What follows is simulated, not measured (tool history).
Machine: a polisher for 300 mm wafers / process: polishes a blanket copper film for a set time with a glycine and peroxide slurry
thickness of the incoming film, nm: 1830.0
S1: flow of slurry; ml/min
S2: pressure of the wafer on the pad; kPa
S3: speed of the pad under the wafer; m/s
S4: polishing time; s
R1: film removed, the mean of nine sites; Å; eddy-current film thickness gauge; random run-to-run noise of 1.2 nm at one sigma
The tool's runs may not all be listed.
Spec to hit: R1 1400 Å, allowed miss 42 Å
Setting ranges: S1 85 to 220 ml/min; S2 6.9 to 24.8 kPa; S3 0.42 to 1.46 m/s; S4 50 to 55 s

| run | day | S1 | S2 | S3 | S4 | R1 |
|---|---|---|---|---|---|---|
| 1 | 0 | 140 | 15.9 | 0.94 | 55 | 2201.6 |
| 2 | 0.142 | 140 | 15.9 | 0.72 | 55 | 1797.1 |
| 3 | 0.183 | 135 | 14.5 | 0.72 | 55 | 1661.4 |
| 4 | 0.225 | 135 | 14.5 | 0.72 | 55 | 1660.4 |
| 5 | 0.479 | 105 | 14.5 | 0.72 | 55 | 1585.7 |
| 6 | 0.746 | 105 | 14.5 | 0.84 | 55 | 1790.9 |
| 7 | 0.954 | 105 | 13.1 | 0.84 | 55 | 1675.9 |
| 8 | 1.271 | 105 | 12.4 | 0.84 | 55 | 1609.1 |
| 9 | 1.346 | 105 | 11.7 | 0.84 | 55 | 1518.9 |
| 10 | 1.433 | 100 | 11 | 0.84 | 55 | 1457.1 |

Of the 5 settings listed for the next run, only one would bring every result within its allowed miss of target. Which one?
| A | 1.521 | 85 | 10.3 | 1.02 | 55 | ? |
| B | 1.521 | 90 | 10.3 | 0.98 | 55 | ? |
| C | 1.521 | 120 | 10.3 | 0.9 | 51 | ? |
| D | 1.521 | 85 | 8.3 | 1.18 | 55 | ? |
| E | 1.521 | 105 | 11.7 | 0.92 | 52 | ? |

| move | R1 |
|---|---|
| A | 1539.5 |
| B | 1512.1 |
| C | 1388.5 |
| D | 1456.8 |
| E | 1536.8 |
A: moves away from the targets compared with the last run
B: moves away from the targets compared with the last run
C: all results land within tolerance of their targets
D: neither nearer nor further off than the last run
E: moves away from the targets compared with the last run
Correct choice: C, which meets every target
